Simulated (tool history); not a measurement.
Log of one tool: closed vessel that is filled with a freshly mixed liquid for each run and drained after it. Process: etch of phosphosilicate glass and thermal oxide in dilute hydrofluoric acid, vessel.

run	day	temperature setpoint of the liquid (K)	parts of water to one part of 49 % hydrofluoric acid (parts by volume)	time in the liquid (s)	thickness taken off the phosphosilicate glass on a monitor wafer (Å)	thickness taken off the thermal oxide on a monitor wafer (Å)
1	0	299.15	85	60	1400.4	38.75
2	0.117	297.15	95	60	1160.8	31.537
3	0.204	296.15	105	60	973.71	26.992
4	0.504	296.15	105	85	1406.5	38.523
5	0.846	296.15	115	85	1249	34.553
6	1.212	296.15	115	105	1525.2	42.992
7	1.492	294.65	125	100	1239	34.573
8	1.754	293.65	130	95	1102.8	30.217

The next listed run, before its measurement:
9	2.05	293.65	135	90	?	?

thickness taken off the phosphosilicate glass on a monitor wafer (Å): 1008.5
thickness taken off the thermal oxide on a monitor wafer (Å): 27.487

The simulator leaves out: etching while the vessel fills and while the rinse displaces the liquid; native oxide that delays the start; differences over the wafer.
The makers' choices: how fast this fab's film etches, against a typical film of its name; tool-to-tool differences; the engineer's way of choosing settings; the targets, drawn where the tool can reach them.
